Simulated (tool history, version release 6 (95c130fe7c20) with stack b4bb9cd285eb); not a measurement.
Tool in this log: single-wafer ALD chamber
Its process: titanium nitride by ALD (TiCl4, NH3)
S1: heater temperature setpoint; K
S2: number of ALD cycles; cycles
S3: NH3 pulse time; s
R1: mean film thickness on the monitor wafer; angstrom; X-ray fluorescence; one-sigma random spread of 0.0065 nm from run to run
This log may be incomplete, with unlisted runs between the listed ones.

| run | hour | S1 | S2 | S3 | R1 |
|---|---|---|---|---|---|
| 1 | 0.0 | 668.15 | 98 | 2.04 | 22.822 |
| 2 | 5.4 | 668.15 | 98 | 2.62 | 23.210 |
| 3 | 12.0 | 668.15 | 98 | 2.13 | 22.836 |
| 4 | 17.2 | 667.15 | 97 | 2.08 | 22.667 |
|  | 20.3 | thermocouple changed; heater temperature recalibrated |
| 5 | 20.3 | 666.15 | 96 | 2.00 | 22.474 |
| 6 | 26.1 | 666.15 | 98 | 2.00 | 22.901 |
| 7 | 28.6 | 667.15 | 97 | 1.90 | 22.517 |
| 8 | 32.8 | 667.15 | 96 | 1.87 | 22.425 |
| 9 | 33.5 | 666.15 | 95 | 1.77 | 22.071 |

Forecast run 10:
| 10 | 36.2 | 666.15 | 95 | 1.75 | ? |

Logged for run 10: R1 22.014 angstrom.

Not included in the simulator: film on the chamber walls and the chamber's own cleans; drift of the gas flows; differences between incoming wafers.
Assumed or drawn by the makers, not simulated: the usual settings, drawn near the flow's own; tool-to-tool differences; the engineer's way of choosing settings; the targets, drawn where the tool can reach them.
